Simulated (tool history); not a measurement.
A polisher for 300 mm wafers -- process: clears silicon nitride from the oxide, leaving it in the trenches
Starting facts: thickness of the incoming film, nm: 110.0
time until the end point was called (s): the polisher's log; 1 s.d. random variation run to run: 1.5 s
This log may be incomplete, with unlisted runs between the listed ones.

run,hour,flow of slurry (ml/min),pressure of the wafer on the pad (psi),speed of the pad under the wafer (cm/s),overpolish time after the end point (s),time until the end point was called (s)
1,0,310,1.8,122,17,146.74
2,6.3,310,1.8,108,17,165.22
3,11.3,375,1.8,108,17,162.92
4,15.5,375,1.6,108,17,179.61
5,23.5,315,1.6,108,17,184.53
6,24.5,315,1.6,92,17,213.63
7,25.7,315,2.1,100,17,158.75
8,28.5,315,2.2,102,17,142.29
9,32.5,315,2.3,102,17,135.65
10,39.3,315,2.4,102,17,132.12
11,39.9,315,2.5,102,17,126.67
12,41.1,315,2.6,102,17,121.76
13,43.5,315,2.6,104,17,117.15
14,52.3,315,2.7,104,17,117.3

For run 15, what comes out?
15,56.7,315,2.7,106,17,?

time until the end point was called (s): 113.06
